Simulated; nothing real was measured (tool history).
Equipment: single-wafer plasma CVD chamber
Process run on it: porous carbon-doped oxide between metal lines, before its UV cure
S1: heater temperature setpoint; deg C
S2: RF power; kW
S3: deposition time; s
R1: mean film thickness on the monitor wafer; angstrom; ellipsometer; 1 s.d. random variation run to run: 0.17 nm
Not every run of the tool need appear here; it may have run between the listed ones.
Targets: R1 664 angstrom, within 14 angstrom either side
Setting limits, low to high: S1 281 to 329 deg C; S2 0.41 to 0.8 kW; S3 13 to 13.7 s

{"run": 1, "hour": 0.0, "S1": 305, "S2": 0.605, "S3": 13.7, "R1": 850.85}
{"run": 2, "hour": 8.5, "S1": 305, "S2": 0.605, "S3": 13.7, "R1": 854.95}
{"run": 3, "hour": 13.8, "S1": 305, "S2": 0.535, "S3": 13.7, "R1": 753.87}
{"run": 4, "hour": 17.7, "S1": 308, "S2": 0.53, "S3": 13.7, "R1": 741.36}
{"run": 5, "hour": 21.9, "S1": 308, "S2": 0.46, "S3": 13.7, "R1": 614.64}
{"run": 6, "hour": 22.6, "S1": 308, "S2": 0.505, "S3": 13.7, "R1": 698.66}
{"run": 7, "hour": 27.8, "S1": 309, "S2": 0.505, "S3": 13.7, "R1": 694.11}
{"run": 8, "hour": 29.5, "S1": 310, "S2": 0.505, "S3": 13.7, "R1": 692.91}
{"run": 9, "hour": 30.4, "S1": 317, "S2": 0.49, "S3": 13.7, "R1": 647.51}

Which one of the following 5 next-run settings gets every result inside its allowed miss? There is exactly one.
{"run": "A", "hour": 31.3, "S1": 315, "S2": 0.52, "S3": 13, "R1": "?"}
{"run": "B", "hour": 31.3, "S1": 314, "S2": 0.495, "S3": 13, "R1": "?"}
{"run": "C", "hour": 31.3, "S1": 322, "S2": 0.485, "S3": 13.7, "R1": "?"}
{"run": "D", "hour": 31.3, "S1": 315, "S2": 0.495, "S3": 13, "R1": "?"}
{"run": "E", "hour": 31.3, "S1": 327, "S2": 0.525, "S3": 13, "R1": "?"}

move=A R1=664.09
move=B R1=629.83
move=C R1=621.94
move=D R1=626.93
move=E R1=635.9
A: meets every target
B: lands further from the targets than the last run did
C: lands further from the targets than the last run did
D: lands further from the targets than the last run did
E: lands further from the targets than the last run did
Go with A: it meets all targets.
